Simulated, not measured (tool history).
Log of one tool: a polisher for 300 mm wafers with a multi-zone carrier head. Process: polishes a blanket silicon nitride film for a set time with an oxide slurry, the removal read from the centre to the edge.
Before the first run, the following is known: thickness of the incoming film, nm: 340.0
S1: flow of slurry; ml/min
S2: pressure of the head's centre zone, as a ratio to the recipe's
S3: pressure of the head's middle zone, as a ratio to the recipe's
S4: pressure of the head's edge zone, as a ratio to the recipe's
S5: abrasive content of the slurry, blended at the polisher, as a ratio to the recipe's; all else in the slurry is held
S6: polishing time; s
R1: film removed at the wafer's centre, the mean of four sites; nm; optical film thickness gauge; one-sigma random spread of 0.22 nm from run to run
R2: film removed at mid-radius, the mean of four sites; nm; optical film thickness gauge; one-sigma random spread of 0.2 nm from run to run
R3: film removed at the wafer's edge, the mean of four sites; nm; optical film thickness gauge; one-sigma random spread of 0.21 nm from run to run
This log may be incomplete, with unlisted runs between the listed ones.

run  hour   S1    S2    S3    S4    S5  S6      R1      R2      R3
  1   0.0  180  1.00  1.00  1.00  1.00  53  32.805  28.050  29.382
  2   1.7  165  0.96  1.02  1.01  0.95  53  30.040  27.960  27.894
  3   4.1  165  0.96  0.94  1.01  0.95  53  30.575  25.800  27.944
  4   6.1  165  0.96  0.94  0.93  0.95  53  30.162  25.902  27.378
      6.8  -- centre zone pressure recalibrated
  5   6.8  150  0.93  0.96  0.99  0.90  53  26.152  24.991  27.151
  6  11.5  150  0.93  0.96  0.99  1.00  53  27.159  26.460  28.444
  7  16.0  145  0.92  0.97  0.97  0.95  53  26.037  26.443  27.371
  8  17.3  140  0.91  0.97  0.96  0.95  53  25.706  26.163  26.738
  9  19.3  135  0.90  0.97  0.96  0.95  53  25.426  26.081  27.432

Run 10, settings as shown, results not yet in. Your forecast:
 10  25.1  130  0.81  0.99  0.86  0.80  53   ?   ?   ?

R1: 20.842 nm
R2: 24.616 nm
R3: 23.593 nm
